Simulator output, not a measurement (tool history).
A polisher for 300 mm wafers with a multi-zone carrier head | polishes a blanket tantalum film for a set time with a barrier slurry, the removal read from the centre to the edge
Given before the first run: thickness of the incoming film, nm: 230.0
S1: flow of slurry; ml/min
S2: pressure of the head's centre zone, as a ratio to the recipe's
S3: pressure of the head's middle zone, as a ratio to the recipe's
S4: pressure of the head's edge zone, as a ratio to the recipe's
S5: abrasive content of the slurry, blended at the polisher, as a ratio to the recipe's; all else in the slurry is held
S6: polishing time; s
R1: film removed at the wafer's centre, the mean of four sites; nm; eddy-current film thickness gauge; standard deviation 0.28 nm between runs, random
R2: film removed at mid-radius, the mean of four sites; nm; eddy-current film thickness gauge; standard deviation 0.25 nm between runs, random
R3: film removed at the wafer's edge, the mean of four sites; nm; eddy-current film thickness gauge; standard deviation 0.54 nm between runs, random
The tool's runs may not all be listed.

Run 1, hour 0.0: S1 235 ml/min, S2 1.00, S3 1.00, S4 1.00, S5 1.00, S6 35 s. Result: R1 50.831 nm, R2 49.593 nm, R3 53.302 nm.
Run 2, hour 2.5: S1 235 ml/min, S2 1.00, S3 1.05, S4 1.00, S5 1.00, S6 35 s. Result: R1 50.488 nm, R2 51.596 nm, R3 51.692 nm.
Run 3, hour 4.8: S1 235 ml/min, S2 1.00, S3 1.05, S4 1.04, S5 1.00, S6 35 s. Result: R1 51.313 nm, R2 51.865 nm, R3 51.894 nm.
Run 4, hour 10.7: S1 235 ml/min, S2 1.00, S3 1.05, S4 1.12, S5 1.00, S6 35 s. Result: R1 50.472 nm, R2 51.780 nm, R3 54.077 nm.
Run 5, hour 12.9: S1 235 ml/min, S2 1.00, S3 1.11, S4 1.12, S5 1.00, S6 35 s. Result: R1 50.773 nm, R2 54.629 nm, R3 53.789 nm.
Run 6, hour 17.1: S1 235 ml/min, S2 1.00, S3 1.11, S4 1.12, S5 1.10, S6 35 s. Result: R1 51.810 nm, R2 56.002 nm, R3 56.066 nm.

Run 7 has not been measured yet. What should we expect?
Run 7, hour 18.7: S1 230 ml/min, S2 1.00, S3 1.07, S4 1.07, S5 0.95, S6 35 s. Result: R1 ?, R2 ?, R3 ?.

For run 7 the tool returned R1 50.144 nm, R2 51.783 nm, R3 51.820 nm.

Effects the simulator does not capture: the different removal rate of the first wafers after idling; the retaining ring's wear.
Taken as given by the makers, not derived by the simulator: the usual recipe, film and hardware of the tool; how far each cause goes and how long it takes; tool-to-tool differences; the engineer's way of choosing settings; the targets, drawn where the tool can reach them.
